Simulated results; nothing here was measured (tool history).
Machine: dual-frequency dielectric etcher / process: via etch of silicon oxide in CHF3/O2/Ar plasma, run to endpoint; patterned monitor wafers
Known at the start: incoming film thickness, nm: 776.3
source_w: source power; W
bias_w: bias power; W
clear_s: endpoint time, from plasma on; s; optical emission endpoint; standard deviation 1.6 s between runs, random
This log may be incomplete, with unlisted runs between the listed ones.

run 1 hour=0.0 | source_w=490 bias_w=154 | clear_s=429.79
run 2 hour=7.1 | source_w=490 bias_w=165 | clear_s=416.47
run 3 hour=11.9 | source_w=500 bias_w=166 | clear_s=414.70
run 4 hour=15.4 | source_w=500 bias_w=145 | clear_s=435.63
run 5 hour=23.0 | source_w=460 bias_w=145 | clear_s=450.17
run 6 hour=30.8 | source_w=480 bias_w=147 | clear_s=441.31
run 7 hour=34.7 | source_w=500 bias_w=148 | clear_s=432.63

Forecast run 8:
run 8 hour=38.3 | source_w=520 bias_w=149 | clear_s=?

{"run 8": {"clear_s": 426.91}}
